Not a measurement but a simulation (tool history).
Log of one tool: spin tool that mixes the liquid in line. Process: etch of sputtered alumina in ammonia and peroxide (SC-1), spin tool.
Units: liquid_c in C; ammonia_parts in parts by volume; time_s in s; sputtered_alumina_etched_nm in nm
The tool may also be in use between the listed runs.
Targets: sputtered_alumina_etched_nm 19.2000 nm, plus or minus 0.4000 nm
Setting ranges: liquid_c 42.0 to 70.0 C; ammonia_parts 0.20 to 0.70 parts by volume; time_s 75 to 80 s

{"run": 1, "hour": 0.0, "liquid_c": 58.0, "ammonia_parts": 0.4, "time_s": 75, "sputtered_alumina_etched_nm": 10.112}
{"run": 2, "hour": 4.3, "liquid_c": 53.0, "ammonia_parts": 0.4, "time_s": 75, "sputtered_alumina_etched_nm": 7.8427}
{"run": 3, "hour": 11.9, "liquid_c": 47.0, "ammonia_parts": 0.4, "time_s": 75, "sputtered_alumina_etched_nm": 5.6664}
{"run": 4, "hour": 16.0, "liquid_c": 51.0, "ammonia_parts": 0.4, "time_s": 75, "sputtered_alumina_etched_nm": 7.0145}
{"run": 5, "hour": 23.5, "liquid_c": 51.0, "ammonia_parts": 0.35, "time_s": 75, "sputtered_alumina_etched_nm": 6.92}
{"run": 6, "hour": 24.1, "liquid_c": 51.0, "ammonia_parts": 0.35, "time_s": 75, "sputtered_alumina_etched_nm": 7.0093}
{"run": 7, "hour": 32.2, "liquid_c": 54.5, "ammonia_parts": 0.35, "time_s": 75, "sputtered_alumina_etched_nm": 8.3157}
{"run": 8, "hour": 33.9, "liquid_c": 57.5, "ammonia_parts": 0.35, "time_s": 75, "sputtered_alumina_etched_nm": 9.881}
{"run": 9, "hour": 37.4, "liquid_c": 60.0, "ammonia_parts": 0.35, "time_s": 75, "sputtered_alumina_etched_nm": 11.197}
{"run": 10, "hour": 42.4, "liquid_c": 62.0, "ammonia_parts": 0.35, "time_s": 75, "sputtered_alumina_etched_nm": 12.318}
{"run": 11, "hour": 43.5, "liquid_c": 63.5, "ammonia_parts": 0.35, "time_s": 75, "sputtered_alumina_etched_nm": 13.255}
{"run": 12, "hour": 48.1, "liquid_c": 63.5, "ammonia_parts": 0.35, "time_s": 75, "sputtered_alumina_etched_nm": 13.236}
{"run": 13, "hour": 49.4, "liquid_c": 64.5, "ammonia_parts": 0.35, "time_s": 75, "sputtered_alumina_etched_nm": 14.074}
{"run": 14, "hour": 55.0, "liquid_c": 65.5, "ammonia_parts": 0.35, "time_s": 75, "sputtered_alumina_etched_nm": 14.729}
{"run": 15, "hour": 60.9, "liquid_c": 65.5, "ammonia_parts": 0.35, "time_s": 75, "sputtered_alumina_etched_nm": 14.789}
{"run": 16, "hour": 61.8, "liquid_c": 66.5, "ammonia_parts": 0.35, "time_s": 75, "sputtered_alumina_etched_nm": 15.43}
{"run": 17, "hour": 70.8, "liquid_c": 67.0, "ammonia_parts": 0.35, "time_s": 75, "sputtered_alumina_etched_nm": 15.843}
{"run": 18, "hour": 74.9, "liquid_c": 67.0, "ammonia_parts": 0.35, "time_s": 75, "sputtered_alumina_etched_nm": 15.935}
{"run": 19, "hour": 77.5, "liquid_c": 67.5, "ammonia_parts": 0.35, "time_s": 75, "sputtered_alumina_etched_nm": 16.293}
{"run": 20, "hour": 86.0, "liquid_c": 68.0, "ammonia_parts": 0.35, "time_s": 75, "sputtered_alumina_etched_nm": 16.701}
{"run": 21, "hour": 88.6, "liquid_c": 70.0, "ammonia_parts": 0.45, "time_s": 75, "sputtered_alumina_etched_nm": 18.817}

Below are 4 possible settings for the next run. Only one of them brings all results inside the allowed miss of their targets. Which is it?
{"run": "A", "hour": 91.2, "liquid_c": 68.0, "ammonia_parts": 0.55, "time_s": 75, "sputtered_alumina_etched_nm": "?"}
{"run": "B", "hour": 91.2, "liquid_c": 68.0, "ammonia_parts": 0.45, "time_s": 80, "sputtered_alumina_etched_nm": "?"}
{"run": "C", "hour": 91.2, "liquid_c": 69.0, "ammonia_parts": 0.45, "time_s": 80, "sputtered_alumina_etched_nm": "?"}
{"run": "D", "hour": 91.2, "liquid_c": 67.5, "ammonia_parts": 0.55, "time_s": 80, "sputtered_alumina_etched_nm": "?"}

move=A sputtered_alumina_etched_nm=17.4300
move=B sputtered_alumina_etched_nm=18.2440
move=C sputtered_alumina_etched_nm=19.1500
move=D sputtered_alumina_etched_nm=18.1450
A: further off than the last run
B: further off than the last run
C: in spec on every target
D: further off than the last run
Go with C: it meets all targets.
